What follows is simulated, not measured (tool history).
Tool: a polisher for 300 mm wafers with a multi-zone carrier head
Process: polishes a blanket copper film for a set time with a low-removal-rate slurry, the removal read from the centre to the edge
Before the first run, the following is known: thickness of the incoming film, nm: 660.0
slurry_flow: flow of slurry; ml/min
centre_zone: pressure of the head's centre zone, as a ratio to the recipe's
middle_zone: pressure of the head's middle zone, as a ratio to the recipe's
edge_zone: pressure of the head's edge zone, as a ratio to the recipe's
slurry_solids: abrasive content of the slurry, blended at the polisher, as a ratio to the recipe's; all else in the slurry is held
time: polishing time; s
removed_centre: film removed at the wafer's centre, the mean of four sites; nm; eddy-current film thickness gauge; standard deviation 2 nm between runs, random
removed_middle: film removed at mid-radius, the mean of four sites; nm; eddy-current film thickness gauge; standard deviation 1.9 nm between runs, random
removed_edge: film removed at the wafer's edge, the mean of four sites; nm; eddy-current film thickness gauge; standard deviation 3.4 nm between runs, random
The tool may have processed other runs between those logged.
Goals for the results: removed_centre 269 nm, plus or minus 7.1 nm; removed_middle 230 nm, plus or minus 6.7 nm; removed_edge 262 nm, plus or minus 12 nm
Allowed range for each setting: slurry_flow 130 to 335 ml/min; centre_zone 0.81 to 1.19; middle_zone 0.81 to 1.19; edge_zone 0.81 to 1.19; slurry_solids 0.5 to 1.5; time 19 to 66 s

Run 1, hour 0: slurry_flow 215 ml/min, centre_zone 1, middle_zone 1, edge_zone 1, slurry_solids 1, time 42 s. Result: removed_centre 184.12 nm, removed_middle 179.91 nm, removed_edge 172.68 nm.
Run 2, hour 5.1: slurry_flow 215 ml/min, centre_zone 1.01, middle_zone 0.99, edge_zone 1.03, slurry_solids 1.1, time 44 s. Result: removed_centre 200.05 nm, removed_middle 187.32 nm, removed_edge 188.31 nm.
Run 3, hour 11.6: slurry_flow 220 ml/min, centre_zone 1.02, middle_zone 0.99, edge_zone 1.06, slurry_solids 1.2, time 45 s. Result: removed_centre 208.79 nm, removed_middle 194.86 nm, removed_edge 199.16 nm.
Run 4, hour 15.2: slurry_flow 225 ml/min, centre_zone 1.03, middle_zone 0.99, edge_zone 1.08, slurry_solids 1.25, time 46 s. Result: removed_centre 215.56 nm, removed_middle 200.78 nm, removed_edge 205.28 nm.
Run 5, hour 22.4: slurry_flow 220 ml/min, centre_zone 1.04, middle_zone 0.98, edge_zone 1.1, slurry_solids 1.3, time 47 s. Result: removed_centre 226.64 nm, removed_middle 207.3 nm, removed_edge 208.49 nm.
Run 6, hour 26.4: slurry_flow 220 ml/min, centre_zone 1.04, middle_zone 0.98, edge_zone 1.05, slurry_solids 1.3, time 47 s. Result: removed_centre 226.12 nm, removed_middle 204.15 nm, removed_edge 210.62 nm.
Run 7, hour 32.3: slurry_flow 230 ml/min, centre_zone 1.04, middle_zone 0.97, edge_zone 1.05, slurry_solids 1.35, time 48 s. Result: removed_centre 231.86 nm, removed_middle 211.45 nm, removed_edge 213.56 nm.
Run 8, hour 35.6: slurry_flow 215 ml/min, centre_zone 1.04, middle_zone 0.96, edge_zone 1.07, slurry_solids 1.4, time 49 s. Result: removed_centre 236.53 nm, removed_middle 213.46 nm, removed_edge 226.92 nm.
Run 9, hour 41.9: slurry_flow 270 ml/min, centre_zone 1.09, middle_zone 0.96, edge_zone 1.17, slurry_solids 1.5, time 50 s. Result: removed_centre 263.69 nm, removed_middle 227 nm, removed_edge 251.99 nm.
At hour 42.8: centre zone pressure recalibrated.
Run 10, hour 42.8: slurry_flow 280 ml/min, centre_zone 1.08, middle_zone 0.94, edge_zone 1.19, slurry_solids 1.5, time 51 s. Result: removed_centre 249.76 nm, removed_middle 226.73 nm, removed_edge 251.15 nm.
Run 11, hour 44.3: slurry_flow 275 ml/min, centre_zone 1.09, middle_zone 0.94, edge_zone 1.19, slurry_solids 1.5, time 51 s. Result: removed_centre 249.63 nm, removed_middle 226.1 nm, removed_edge 250.35 nm.

4 next moves are on the table. One of them brings every result within its allowed miss. Which?
Run A, hour 45.8: slurry_flow 275 ml/min, centre_zone 1.14, middle_zone 0.91, edge_zone 1.17, slurry_solids 1.45, time 53 s. Result: removed_centre ?, removed_middle ?, removed_edge ?.
Run B, hour 45.8: slurry_flow 275 ml/min, centre_zone 1.07, middle_zone 1.02, edge_zone 1.16, slurry_solids 1.25, time 50 s. Result: removed_centre ?, removed_middle ?, removed_edge ?.
Run C, hour 45.8: slurry_flow 285 ml/min, centre_zone 1.08, middle_zone 1.01, edge_zone 1.13, slurry_solids 1.3, time 51 s. Result: removed_centre ?, removed_middle ?, removed_edge ?.
Run D, hour 45.8: slurry_flow 300 ml/min, centre_zone 1.02, middle_zone 1.02, edge_zone 1.14, slurry_solids 1.35, time 50 s. Result: removed_centre ?, removed_middle ?, removed_edge ?.

move  removed_centre  removed_middle  removed_edge
   A          265.61          228.58        265.27
   B          230.94          230.02        241.06
   C           240.3          235.53        245.36
   D          228.28          236.02        244.54
A: all results land within tolerance of their targets
B: moves away from the targets compared with the last run
C: moves away from the targets compared with the last run
D: moves away from the targets compared with the last run
Move A is the one to make.
